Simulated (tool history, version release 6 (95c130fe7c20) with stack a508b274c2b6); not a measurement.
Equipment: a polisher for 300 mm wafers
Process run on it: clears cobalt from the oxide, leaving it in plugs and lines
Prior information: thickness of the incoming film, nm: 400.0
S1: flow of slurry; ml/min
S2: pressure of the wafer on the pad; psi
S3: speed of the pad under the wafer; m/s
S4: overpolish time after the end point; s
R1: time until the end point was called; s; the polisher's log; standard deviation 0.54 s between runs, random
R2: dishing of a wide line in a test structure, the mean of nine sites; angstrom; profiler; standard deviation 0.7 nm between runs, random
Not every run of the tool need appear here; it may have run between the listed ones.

{"run": 1, "hour": 0.0, "S1": 180, "S2": 2.5, "S3": 1.16, "S4": 11, "R1": 61.648, "R2": 426.37}
{"run": 2, "hour": 6.1, "S1": 180, "S2": 2.5, "S3": 1.16, "S4": 13, "R1": 60.852, "R2": 457.85}
{"run": 3, "hour": 10.5, "S1": 180, "S2": 2.5, "S3": 1.16, "S4": 11, "R1": 60.344, "R2": 428.59}
{"run": 4, "hour": 17.7, "S1": 180, "S2": 2.7, "S3": 1.18, "S4": 10, "R1": 56.05, "R2": 425.21}
{"run": 5, "hour": 25.1, "S1": 150, "S2": 2.7, "S3": 1.18, "S4": 10, "R1": 57.092, "R2": 419.18}
{"run": 6, "hour": 32.7, "S1": 150, "S2": 3.3, "S3": 1.18, "S4": 10, "R1": 48.836, "R2": 449.68}

What does the tool deliver on the next run?
{"run": 7, "hour": 37.5, "S1": 150, "S2": 3.4, "S3": 1.22, "S4": 9, "R1": "?", "R2": "?"}

R1: 45.902 s
R2: 435.94 angstrom
